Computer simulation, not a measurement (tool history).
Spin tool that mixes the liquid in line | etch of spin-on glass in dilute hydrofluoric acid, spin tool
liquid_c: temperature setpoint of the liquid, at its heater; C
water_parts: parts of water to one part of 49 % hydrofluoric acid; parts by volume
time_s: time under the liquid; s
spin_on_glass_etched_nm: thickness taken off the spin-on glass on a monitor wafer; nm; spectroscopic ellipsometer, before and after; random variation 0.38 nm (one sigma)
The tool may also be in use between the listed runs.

run,hour,liquid_c,water_parts,time_s,spin_on_glass_etched_nm
1,0,24,50,55,37.447
2,4,25.5,45,55,44.813
3,7.2,25.5,30,55,68.162
4,12.2,25.5,30,55,68.345
5,15.8,26,30,55,69.632
6,19.3,26.5,30,55,71.602

Run 7 comes next. What will it give?
7,20.3,27,30,55,?

Run 7 gave spin_on_glass_etched_nm 73.267 nm.
